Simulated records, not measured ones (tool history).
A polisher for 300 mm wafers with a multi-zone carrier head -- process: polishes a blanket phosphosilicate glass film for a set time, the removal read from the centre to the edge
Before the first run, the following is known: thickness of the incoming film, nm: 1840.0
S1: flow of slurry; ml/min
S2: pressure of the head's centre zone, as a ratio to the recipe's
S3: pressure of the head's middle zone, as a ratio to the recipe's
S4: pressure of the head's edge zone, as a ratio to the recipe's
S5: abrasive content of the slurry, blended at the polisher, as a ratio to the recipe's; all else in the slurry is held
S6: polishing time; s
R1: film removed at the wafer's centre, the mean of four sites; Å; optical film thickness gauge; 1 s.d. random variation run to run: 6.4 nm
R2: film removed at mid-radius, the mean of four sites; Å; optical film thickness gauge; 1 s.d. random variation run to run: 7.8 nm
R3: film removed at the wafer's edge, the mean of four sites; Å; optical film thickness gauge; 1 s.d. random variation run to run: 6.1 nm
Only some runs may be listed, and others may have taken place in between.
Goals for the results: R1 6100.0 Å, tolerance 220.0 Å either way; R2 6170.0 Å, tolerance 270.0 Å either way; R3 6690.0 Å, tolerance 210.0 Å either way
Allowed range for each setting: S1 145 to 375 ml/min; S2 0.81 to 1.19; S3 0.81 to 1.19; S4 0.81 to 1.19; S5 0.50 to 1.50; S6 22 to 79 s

{"run": 1, "hour": 0.0, "S1": 240, "S2": 1.0, "S3": 1.0, "S4": 1.0, "S5": 1.0, "S6": 50, "R1": 4030.1, "R2": 3944.3, "R3": 4042.2}
{"run": 2, "hour": 5.9, "S1": 240, "S2": 1.0, "S3": 1.0, "S4": 1.0, "S5": 1.0, "S6": 45, "R1": 3593.0, "R2": 3632.6, "R3": 3588.0}
{"run": 3, "hour": 14.8, "S1": 240, "S2": 1.0, "S3": 1.01, "S4": 1.03, "S5": 1.15, "S6": 49, "R1": 4237.7, "R2": 4207.9, "R3": 4310.1}
{"run": 4, "hour": 21.9, "S1": 240, "S2": 1.0, "S3": 1.01, "S4": 1.03, "S5": 1.15, "S6": 37, "R1": 3229.2, "R2": 3168.0, "R3": 3247.7}
{"run": 5, "hour": 27.3, "S1": 245, "S2": 1.0, "S3": 1.02, "S4": 1.06, "S5": 1.25, "S6": 43, "R1": 3929.7, "R2": 3995.0, "R3": 4001.0}
{"run": 6, "hour": 29.9, "S1": 240, "S2": 1.0, "S3": 1.01, "S4": 1.09, "S5": 1.3, "S6": 47, "R1": 4307.2, "R2": 4233.8, "R3": 4460.3}
{"run": 7, "hour": 35.3, "S1": 240, "S2": 0.99, "S3": 1.01, "S4": 1.11, "S5": 1.35, "S6": 50, "R1": 4546.5, "R2": 4655.4, "R3": 4925.3}
{"run": 8, "hour": 44.3, "S1": 240, "S2": 1.0, "S3": 1.01, "S4": 1.12, "S5": 1.4, "S6": 53, "R1": 4974.5, "R2": 5078.4, "R3": 5303.1}
{"run": 9, "hour": 45.3, "S1": 250, "S2": 1.0, "S3": 1.0, "S4": 1.14, "S5": 1.45, "S6": 55, "R1": 5252.8, "R2": 5394.5, "R3": 5716.7}
{"run": 10, "hour": 50.6, "S1": 250, "S2": 1.01, "S3": 1.0, "S4": 1.15, "S5": 1.45, "S6": 57, "R1": 5568.7, "R2": 5586.8, "R3": 5869.0}
{"run": 11, "hour": 54.4, "S1": 250, "S2": 1.01, "S3": 1.0, "S4": 1.15, "S5": 1.45, "S6": 57, "R1": 5545.5, "R2": 5592.6, "R3": 5901.0}
{"run": 12, "hour": 61.0, "S1": 250, "S2": 1.01, "S3": 1.0, "S4": 1.15, "S5": 1.45, "S6": 57, "R1": 5531.6, "R2": 5512.0, "R3": 5985.0}
{"run": 13, "hour": 64.2, "S1": 255, "S2": 1.01, "S3": 1.01, "S4": 1.16, "S5": 1.45, "S6": 58, "R1": 5629.4, "R2": 5584.9, "R3": 6045.1}
{"run": 14, "hour": 67.4, "S1": 255, "S2": 1.01, "S3": 1.01, "S4": 1.16, "S5": 1.45, "S6": 59, "R1": 5870.0, "R2": 5625.6, "R3": 6126.1}
{"run": 15, "hour": 75.7, "S1": 250, "S2": 1.0, "S3": 1.01, "S4": 1.16, "S5": 1.45, "S6": 60, "R1": 5826.5, "R2": 5652.2, "R3": 6205.1}
{"run": 16, "hour": 82.1, "S1": 260, "S2": 1.0, "S3": 0.99, "S4": 1.15, "S5": 1.45, "S6": 60, "R1": 5803.5, "R2": 5769.0, "R3": 6173.3}
{"run": 17, "hour": 84.2, "S1": 255, "S2": 1.0, "S3": 1.0, "S4": 1.16, "S5": 1.45, "S6": 60, "R1": 5703.3, "R2": 5583.0, "R3": 6313.7}
{"run": 18, "hour": 86.4, "S1": 255, "S2": 1.0, "S3": 1.01, "S4": 1.16, "S5": 1.45, "S6": 61, "R1": 6007.4, "R2": 6041.4, "R3": 6265.3}

Which one of the following 5 next-run settings gets every result inside its allowed miss? There is exactly one.
{"run": "A", "hour": 88.6, "S1": 250, "S2": 1.09, "S3": 1.13, "S4": 1.08, "S5": 1.35, "S6": 61, "R1": "?", "R2": "?", "R3": "?"}
{"run": "B", "hour": 88.6, "S1": 280, "S2": 1.12, "S3": 1.17, "S4": 1.09, "S5": 1.2, "S6": 60, "R1": "?", "R2": "?", "R3": "?"}
{"run": "C", "hour": 88.6, "S1": 220, "S2": 1.06, "S3": 0.99, "S4": 1.14, "S5": 1.0, "S6": 72, "R1": "?", "R2": "?", "R3": "?"}
{"run": "D", "hour": 88.6, "S1": 335, "S2": 1.01, "S3": 1.18, "S4": 1.07, "S5": 1.35, "S6": 59, "R1": "?", "R2": "?", "R3": "?"}
{"run": "E", "hour": 88.6, "S1": 230, "S2": 0.99, "S3": 1.01, "S4": 1.16, "S5": 1.45, "S6": 64, "R1": "?", "R2": "?", "R3": "?"}

move=A R1=6259.6 R2=6142.7 R3=5935.7
move=B R1=6074.0 R2=5941.3 R3=5603.3
move=C R1=6100.2 R2=5608.0 R3=6155.2
move=D R1=5781.1 R2=6307.1 R3=5830.2
move=E R1=6078.8 R2=6070.5 R3=6614.7
A: lands further from the targets than the last run did
B: lands further from the targets than the last run did
C: lands further from the targets than the last run did
D: lands further from the targets than the last run did
E: all results in spec
Answer: E

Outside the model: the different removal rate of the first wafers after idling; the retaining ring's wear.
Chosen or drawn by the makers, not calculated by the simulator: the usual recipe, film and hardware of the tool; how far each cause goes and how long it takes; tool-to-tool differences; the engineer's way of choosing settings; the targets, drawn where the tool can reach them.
